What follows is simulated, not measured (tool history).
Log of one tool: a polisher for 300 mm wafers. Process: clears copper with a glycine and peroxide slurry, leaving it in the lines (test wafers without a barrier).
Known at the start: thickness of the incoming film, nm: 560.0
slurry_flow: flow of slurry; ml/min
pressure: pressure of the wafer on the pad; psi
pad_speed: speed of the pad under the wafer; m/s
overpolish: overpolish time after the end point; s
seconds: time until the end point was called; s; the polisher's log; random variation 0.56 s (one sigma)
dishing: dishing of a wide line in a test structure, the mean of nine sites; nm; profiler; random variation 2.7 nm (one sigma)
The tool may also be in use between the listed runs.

run,hour,slurry_flow,pressure,pad_speed,overpolish,seconds,dishing
1,0,125,3.5,1.22,27,74.35,98.013
2,6.6,125,3.5,1.22,18,72.36,79.841
3,13.5,125,3.5,0.96,18,92.165,68.711
4,22.3,130,4,0.98,21,79.848,82.21
5,30.2,135,4.4,1,23,70.671,95.654
6,30.9,105,4.4,1,23,75.756,93.239
7,34.2,115,4.7,1.02,24,67.673,101.47
8,36.6,125,4.9,1.02,25,63.959,106.29
9,38.6,135,5,1.04,26,61.695,114.93

Forecast run 10:
10,46.9,140,5.1,1.06,26,?,?

seconds: 59.077 s
dishing: 115.02 nm
